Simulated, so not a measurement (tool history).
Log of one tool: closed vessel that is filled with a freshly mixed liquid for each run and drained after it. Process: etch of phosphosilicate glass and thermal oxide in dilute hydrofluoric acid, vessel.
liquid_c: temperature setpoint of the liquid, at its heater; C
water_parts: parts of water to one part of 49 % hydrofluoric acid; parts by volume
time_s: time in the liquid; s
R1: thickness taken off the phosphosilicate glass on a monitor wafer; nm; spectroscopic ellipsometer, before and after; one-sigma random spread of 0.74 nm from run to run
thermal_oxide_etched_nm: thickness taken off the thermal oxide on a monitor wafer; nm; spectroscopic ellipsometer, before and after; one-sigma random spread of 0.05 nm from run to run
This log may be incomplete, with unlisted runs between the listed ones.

Run 1, hour 0.0: liquid_c 23.0 C, water_parts 160 parts by volume, time_s 60 s. Result: R1 39.573 nm, thermal_oxide_etched_nm 1.4254 nm.
Run 2, hour 1.5: liquid_c 24.5 C, water_parts 145 parts by volume, time_s 60 s. Result: R1 47.497 nm, thermal_oxide_etched_nm 1.6560 nm.
Run 3, hour 4.8: liquid_c 25.0 C, water_parts 130 parts by volume, time_s 60 s. Result: R1 54.798 nm, thermal_oxide_etched_nm 1.9585 nm.
Run 4, hour 7.2: liquid_c 26.5 C, water_parts 125 parts by volume, time_s 60 s. Result: R1 61.819 nm, thermal_oxide_etched_nm 2.1141 nm.
Run 5, hour 10.0: liquid_c 26.5 C, water_parts 180 parts by volume, time_s 60 s. Result: R1 39.569 nm, thermal_oxide_etched_nm 1.4194 nm.
Run 6, hour 11.0: liquid_c 27.5 C, water_parts 165 parts by volume, time_s 60 s. Result: R1 45.862 nm, thermal_oxide_etched_nm 1.6030 nm.
Run 7, hour 12.8: liquid_c 28.0 C, water_parts 150 parts by volume, time_s 60 s. Result: R1 53.034 nm, thermal_oxide_etched_nm 1.7898 nm.
Run 8, hour 18.1: liquid_c 27.5 C, water_parts 135 parts by volume, time_s 60 s. Result: R1 58.860 nm, thermal_oxide_etched_nm 1.9717 nm.
Run 9, hour 26.4: liquid_c 27.0 C, water_parts 125 parts by volume, time_s 60 s. Result: R1 62.048 nm, thermal_oxide_etched_nm 2.1866 nm.

The next listed run, before its measurement:
Run 10, hour 31.3: liquid_c 28.0 C, water_parts 120 parts by volume, time_s 60 s. Result: R1 ?, thermal_oxide_etched_nm ?.

{"run 10": {"R1": 67.885, "thermal_oxide_etched_nm": 2.3443}}

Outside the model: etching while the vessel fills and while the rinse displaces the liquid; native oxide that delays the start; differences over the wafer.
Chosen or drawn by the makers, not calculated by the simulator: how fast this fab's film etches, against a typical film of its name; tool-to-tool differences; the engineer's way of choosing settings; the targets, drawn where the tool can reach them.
